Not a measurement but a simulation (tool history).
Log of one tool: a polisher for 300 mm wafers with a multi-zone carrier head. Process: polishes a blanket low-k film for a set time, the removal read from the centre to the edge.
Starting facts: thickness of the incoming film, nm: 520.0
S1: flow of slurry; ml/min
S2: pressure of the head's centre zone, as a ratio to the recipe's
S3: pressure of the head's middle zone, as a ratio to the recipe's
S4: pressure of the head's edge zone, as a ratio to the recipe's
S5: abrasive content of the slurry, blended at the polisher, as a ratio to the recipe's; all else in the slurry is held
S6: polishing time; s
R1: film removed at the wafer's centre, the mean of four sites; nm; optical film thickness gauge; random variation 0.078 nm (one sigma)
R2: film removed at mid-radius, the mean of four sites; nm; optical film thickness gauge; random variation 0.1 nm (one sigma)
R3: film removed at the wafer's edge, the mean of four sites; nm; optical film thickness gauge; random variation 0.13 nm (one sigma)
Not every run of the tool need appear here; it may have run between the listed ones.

run 1 day=0.000 | S1=190 S2=1.00 S3=1.00 S4=1.00 S5=1.00 S6=39 | R1=11.7090 R2=11.7600 R3=11.4520
run 2 day=0.233 | S1=185 S2=1.00 S3=1.02 S4=0.95 S5=0.95 S6=39 | R1=11.6660 R2=11.6040 R3=11.4960
run 3 day=0.288 | S1=185 S2=1.07 S3=1.02 S4=0.95 S5=0.95 S6=39 | R1=12.3280 R2=11.5560 R3=11.3710
run 4 day=0.633 | S1=160 S2=1.07 S3=1.02 S4=0.95 S5=0.95 S6=39 | R1=12.1390 R2=11.1550 R3=10.9690
run 5 day=0.725 | S1=160 S2=1.07 S3=1.02 S4=0.95 S5=0.95 S6=31 | R1=9.6935 R2=8.9727 R3=8.5390
run 6 day=1.025 | S1=160 S2=1.07 S3=1.02 S4=0.95 S5=1.05 S6=31 | R1=10.0540 R2=9.2349 R3=9.0972

Forecast run 7:
run 7 day=1.350 | S1=210 S2=1.06 S3=1.12 S4=0.91 S5=1.05 S6=31 | R1=? R2=? R3=?

R1: 10.4330 nm
R2: 10.5960 nm
R3: 9.1828 nm

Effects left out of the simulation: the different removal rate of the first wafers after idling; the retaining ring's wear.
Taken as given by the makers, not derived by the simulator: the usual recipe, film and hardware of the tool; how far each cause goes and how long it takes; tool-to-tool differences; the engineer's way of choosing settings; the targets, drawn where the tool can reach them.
